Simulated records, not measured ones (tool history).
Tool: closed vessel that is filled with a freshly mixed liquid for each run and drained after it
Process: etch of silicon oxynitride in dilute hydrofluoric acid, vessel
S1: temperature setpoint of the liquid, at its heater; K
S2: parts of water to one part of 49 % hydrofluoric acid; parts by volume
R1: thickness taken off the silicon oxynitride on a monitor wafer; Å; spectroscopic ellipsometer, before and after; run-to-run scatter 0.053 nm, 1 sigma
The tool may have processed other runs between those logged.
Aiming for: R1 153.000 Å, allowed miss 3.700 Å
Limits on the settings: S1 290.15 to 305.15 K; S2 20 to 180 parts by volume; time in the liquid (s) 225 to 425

run 1 hour=0.0 | S1=297.15 S2=100 time_in_the_liquid_(s)=425 | R1=95.601
run 2 hour=4.2 | S1=299.15 S2=100 time_in_the_liquid_(s)=425 | R1=105.210
run 3 hour=11.2 | S1=300.65 S2=100 time_in_the_liquid_(s)=425 | R1=112.570
run 4 hour=14.9 | S1=300.65 S2=100 time_in_the_liquid_(s)=225 | R1=59.447
run 5 hour=20.5 | S1=300.65 S2=100 time_in_the_liquid_(s)=425 | R1=112.220
run 6 hour=26.0 | S1=301.65 S2=100 time_in_the_liquid_(s)=425 | R1=117.050
run 7 hour=31.1 | S1=302.65 S2=100 time_in_the_liquid_(s)=425 | R1=122.600
run 8 hour=32.5 | S1=303.15 S2=100 time_in_the_liquid_(s)=425 | R1=125.580
run 9 hour=37.2 | S1=303.65 S2=100 time_in_the_liquid_(s)=425 | R1=128.590
run 10 hour=40.3 | S1=303.65 S2=100 time_in_the_liquid_(s)=425 | R1=129.100
run 11 hour=49.2 | S1=304.15 S2=100 time_in_the_liquid_(s)=425 | R1=131.870
run 12 hour=50.7 | S1=304.65 S2=95 time_in_the_liquid_(s)=425 | R1=142.130

Of the 4 settings listed for the next run, only one would bring every result within its allowed miss of target. Which one?
run A hour=52.2 | S1=302.15 S2=75 time_in_the_liquid_(s)=425 | R1=?
run B hour=52.2 | S1=305.15 S2=95 time_in_the_liquid_(s)=425 | R1=?
run C hour=52.2 | S1=303.65 S2=95 time_in_the_liquid_(s)=425 | R1=?
run D hour=52.2 | S1=303.15 S2=80 time_in_the_liquid_(s)=410 | R1=?

move=A R1=164.600
move=B R1=145.400
move=C R1=136.100
move=D R1=154.950
A: takes the biggest miss from the last run beyond its target
B: an improvement on the last run, though not all results are within tolerance
C: misses by more than the last run did
D: in spec on every target
D meets every target.
